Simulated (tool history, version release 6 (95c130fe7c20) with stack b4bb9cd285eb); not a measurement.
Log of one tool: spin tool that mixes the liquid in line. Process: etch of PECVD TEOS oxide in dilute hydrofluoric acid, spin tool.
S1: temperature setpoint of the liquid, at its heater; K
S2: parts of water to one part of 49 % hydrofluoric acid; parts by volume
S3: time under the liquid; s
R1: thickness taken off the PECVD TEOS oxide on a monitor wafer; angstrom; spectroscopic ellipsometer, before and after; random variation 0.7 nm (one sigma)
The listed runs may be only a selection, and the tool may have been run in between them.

Run 1, hour 0: S1 299.15 K, S2 55 parts by volume, S3 265 s. Result: R1 618.93 angstrom.
Run 2, hour 6.7: S1 298.15 K, S2 55 parts by volume, S3 265 s. Result: R1 598.39 angstrom.
Run 3, hour 12.5: S1 299.15 K, S2 55 parts by volume, S3 265 s. Result: R1 620.96 angstrom.
Run 4, hour 20.8: S1 299.15 K, S2 55 parts by volume, S3 285 s. Result: R1 667.57 angstrom.
Run 5, hour 23.7: S1 299.15 K, S2 55 parts by volume, S3 285 s. Result: R1 667.94 angstrom.
Run 6, hour 25.7: S1 299.15 K, S2 55 parts by volume, S3 265 s. Result: R1 619.42 angstrom.
Run 7, hour 33.4: S1 300.15 K, S2 55 parts by volume, S3 265 s. Result: R1 645.89 angstrom.
Run 8, hour 34.7: S1 301.15 K, S2 55 parts by volume, S3 265 s. Result: R1 671.13 angstrom.
Run 9, hour 37.9: S1 301.65 K, S2 55 parts by volume, S3 265 s. Result: R1 684.97 angstrom.
Run 10, hour 39.6: S1 302.15 K, S2 55 parts by volume, S3 265 s. Result: R1 700.25 angstrom.

Run 11 has not been measured yet. What should we expect?
At hour 42.2: thermometer replaced.
Run 11, hour 42.2: S1 302.65 K, S2 55 parts by volume, S3 265 s. Result: R1 ?.

{"run 11": {"R1": 641.81}}
